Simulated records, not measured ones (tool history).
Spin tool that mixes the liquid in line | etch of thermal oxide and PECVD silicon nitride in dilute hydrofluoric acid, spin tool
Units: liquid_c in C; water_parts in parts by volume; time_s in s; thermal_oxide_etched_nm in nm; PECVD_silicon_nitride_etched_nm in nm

run,hour,liquid_c,water_parts,time_s,thermal_oxide_etched_nm,PECVD_silicon_nitride_etched_nm
1,0.0,21.0,240,180,2.7493,1.1968
2,3.1,21.0,245,180,2.6628,1.1420
3,8.8,21.0,175,180,4.0165,1.5855
4,16.1,21.0,235,180,2.8189,1.1364
5,23.3,21.5,245,180,2.7313,1.2067
6,30.2,21.5,210,180,3.3246,1.2950
7,33.5,21.0,215,180,3.0313,1.2144
8,40.3,21.0,225,185,3.0638,1.2517
9,43.0,21.0,235,185,2.9040,1.2020
10,44.7,21.0,245,185,2.7528,1.1375
11,45.5,21.5,250,185,2.7219,1.0864
12,50.1,21.0,250,185,2.7082,1.1190
13,52.0,21.5,255,185,2.7169,1.1207
14,59.8,21.0,255,185,2.5760,1.0399
15,66.8,21.5,260,185,2.6319,1.0645
16,73.2,21.0,260,185,2.6022,1.0324
17,79.0,21.5,265,185,2.5825,1.0958
18,84.9,21.5,270,185,2.4717,1.0614
19,85.9,21.5,275,185,2.4082,1.0942

The next listed run, before its measurement:
20,92.2,21.5,280,185,?,?

{"run 20": {"thermal_oxide_etched_nm": 2.3497, "PECVD_silicon_nitride_etched_nm": 1.0111}}
